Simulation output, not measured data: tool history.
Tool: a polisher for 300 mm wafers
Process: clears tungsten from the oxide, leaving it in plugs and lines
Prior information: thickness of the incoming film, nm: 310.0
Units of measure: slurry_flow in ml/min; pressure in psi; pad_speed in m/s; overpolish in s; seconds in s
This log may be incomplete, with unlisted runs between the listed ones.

| run | day | slurry_flow | pressure | pad_speed | slurry_solids | overpolish | seconds |
|---|---|---|---|---|---|---|---|
| 1 | 0 | 315 | 4 | 1.36 | 1 | 4 | 54.328 |
| 2 | 0.325 | 315 | 4 | 1.36 | 1.1 | 4 | 52.485 |
| 3 | 0.45 | 315 | 4.2 | 1.36 | 1.1 | 4 | 48.616 |
| 4 | 0.554 | 315 | 4.4 | 1.36 | 1.1 | 4 | 46.992 |
| 5 | 0.592 | 315 | 4.4 | 1.36 | 1 | 4 | 47.89 |
| 6 | 0.692 | 315 | 4.6 | 1.36 | 1 | 4 | 46.392 |
| 7 | 0.942 | 315 | 4.8 | 1.36 | 1 | 4 | 43.612 |
| 8 | 1.071 | 315 | 4.9 | 1.36 | 1 | 4 | 43.564 |
| 9 | 1.371 | 315 | 5 | 1.36 | 1 | 4 | 43.587 |
| 10 | 1.633 | 315 | 5.1 | 1.38 | 1 | 4 | 41.256 |
| 11 | 1.792 | 315 | 5.2 | 1.38 | 1 | 4 | 41.483 |
| 12 | 1.917 | 315 | 5.3 | 1.4 | 1 | 4 | 39.457 |
| 13 | 2.183 | 315 | 5.4 | 1.4 | 1 | 4 | 38.667 |
| 14 | 2.333 | 315 | 5.5 | 1.4 | 1 | 4 | 38.209 |

Expected results for the next run?
| 15 | 2.562 | 315 | 5.6 | 1.4 | 1 | 4 | ? |

seconds: 38.19 s
